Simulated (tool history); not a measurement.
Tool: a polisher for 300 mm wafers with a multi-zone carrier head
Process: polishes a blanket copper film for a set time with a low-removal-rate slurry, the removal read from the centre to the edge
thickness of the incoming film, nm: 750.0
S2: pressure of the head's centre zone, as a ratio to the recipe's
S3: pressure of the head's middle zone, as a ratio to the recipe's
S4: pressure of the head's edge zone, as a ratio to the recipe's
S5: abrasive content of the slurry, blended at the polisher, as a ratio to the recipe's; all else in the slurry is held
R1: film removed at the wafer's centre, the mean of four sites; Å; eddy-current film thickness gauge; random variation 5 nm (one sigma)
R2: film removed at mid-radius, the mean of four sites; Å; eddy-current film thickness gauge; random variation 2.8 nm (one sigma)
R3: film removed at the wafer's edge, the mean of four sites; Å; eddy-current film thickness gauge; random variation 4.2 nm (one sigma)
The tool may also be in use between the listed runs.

{"run": 1, "hour": 0.0, "flow of slurry (ml/min)": 285, "S2": 1, "S3": 1, "S4": 1, "S5": 1, "polishing time (s)": 72, "R1": 2648.9, "R2": 2610.8, "R3": 2582.5}
{"run": 2, "hour": 0.9, "flow of slurry (ml/min)": 285, "S2": 1.07, "S3": 1, "S4": 1, "S5": 1, "polishing time (s)": 72, "R1": 2883, "R2": 2636.2, "R3": 2633.6}
{"run": 3, "hour": 6.4, "flow of slurry (ml/min)": 290, "S2": 1.08, "S3": 1.04, "S4": 1.01, "S5": 1.1, "polishing time (s)": 73, "R1": 3031.5, "R2": 2811.9, "R3": 2748.1}
{"run": 4, "hour": 13.8, "flow of slurry (ml/min)": 290, "S2": 1.08, "S3": 1, "S4": 1.01, "S5": 1.1, "polishing time (s)": 73, "R1": 3001.2, "R2": 2704.3, "R3": 2825.5}
{"run": 5, "hour": 21.9, "flow of slurry (ml/min)": 290, "S2": 1.08, "S3": 1, "S4": 1.01, "S5": 1.1, "polishing time (s)": 85, "R1": 3466.5, "R2": 3150, "R3": 3155.8}
{"run": 6, "hour": 24.3, "flow of slurry (ml/min)": 295, "S2": 1.08, "S3": 1.03, "S4": 1.01, "S5": 1.1, "polishing time (s)": 85, "R1": 3427.1, "R2": 3277.7, "R3": 3139}
{"run": 7, "hour": 28.5, "flow of slurry (ml/min)": 300, "S2": 1.09, "S3": 1.05, "S4": 1.01, "S5": 1.1, "polishing time (s)": 85, "R1": 3497.7, "R2": 3353.3, "R3": 3221.8}

Forecast run 8:
{"run": 8, "hour": 29.8, "flow of slurry (ml/min)": 300, "S2": 1.09, "S3": 1.05, "S4": 1.01, "S5": 1.1, "polishing time (s)": 85, "R1": "?", "R2": "?", "R3": "?"}

R1: 3412.8 Å
R2: 3308 Å
R3: 3212.9 Å

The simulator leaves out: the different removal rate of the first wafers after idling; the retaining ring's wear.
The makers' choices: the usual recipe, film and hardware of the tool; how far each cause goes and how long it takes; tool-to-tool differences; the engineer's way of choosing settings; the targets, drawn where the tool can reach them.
